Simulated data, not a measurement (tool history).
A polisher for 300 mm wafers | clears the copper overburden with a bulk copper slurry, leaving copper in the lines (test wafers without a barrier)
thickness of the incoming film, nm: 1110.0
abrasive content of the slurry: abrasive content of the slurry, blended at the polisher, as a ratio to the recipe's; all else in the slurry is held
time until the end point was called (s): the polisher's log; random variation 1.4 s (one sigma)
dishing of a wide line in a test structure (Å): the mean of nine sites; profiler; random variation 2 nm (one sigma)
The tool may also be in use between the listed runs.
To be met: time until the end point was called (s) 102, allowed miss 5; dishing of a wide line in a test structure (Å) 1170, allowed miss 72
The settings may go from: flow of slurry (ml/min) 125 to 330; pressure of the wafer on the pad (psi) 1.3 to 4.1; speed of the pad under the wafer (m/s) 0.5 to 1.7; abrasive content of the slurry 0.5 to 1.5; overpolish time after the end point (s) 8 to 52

| run | hour | flow of slurry (ml/min) | pressure of the wafer on the pad (psi) | speed of the pad under the wafer (m/s) | abrasive content of the slurry | overpolish time after the end point (s) | time until the end point was called (s) | dishing of a wide line in a test structure (Å) |
|---|---|---|---|---|---|---|---|---|
| 1 | 0 | 210 | 2.7 | 1.1 | 1 | 26 | 128.26 | 1054.8 |
| 2 | 0.7 | 210 | 2.3 | 1.1 | 1 | 26 | 144.23 | 966.87 |
| 3 | 7.3 | 210 | 2.3 | 1.34 | 1 | 26 | 119.37 | 1069.9 |
| 4 | 15.2 | 210 | 2.3 | 1.34 | 1 | 35 | 116.52 | 1194.9 |
| 5 | 18 | 210 | 2.3 | 1.14 | 1 | 35 | 139.56 | 1105.2 |
| 6 | 23.8 | 210 | 2.4 | 1.14 | 1 | 34 | 133.54 | 1120.5 |
| 7 | 26.1 | 210 | 2.5 | 1.14 | 1 | 33 | 127.55 | 1138.1 |
| 8 | 30.8 | 210 | 2.6 | 1.14 | 1 | 32 | 127.19 | 1141.6 |

4 next moves are on the table. One of them brings every result within its allowed miss. Which?
| A | 35.5 | 225 | 3.2 | 1.32 | 1.3 | 21 | ? | ? |
| B | 35.5 | 190 | 2.9 | 1.32 | 1.05 | 26 | ? | ? |
| C | 35.5 | 215 | 2.7 | 1.32 | 1.1 | 36 | ? | ? |
| D | 35.5 | 265 | 2.6 | 1.5 | 1.05 | 25 | ? | ? |

| move | time until the end point was called (s) | dishing of a wide line in a test structure (Å) |
|---|---|---|
| A | 85.184 | 1141 |
| B | 97.154 | 1160.2 |
| C | 100.63 | 1253.3 |
| D | 90.242 | 1152.8 |
A: takes the result that was furthest off past its target
B: meets every target
C: brings the result that was furthest off to its target, and leaves another outside
D: takes the result that was furthest off past its target
The right move is B.
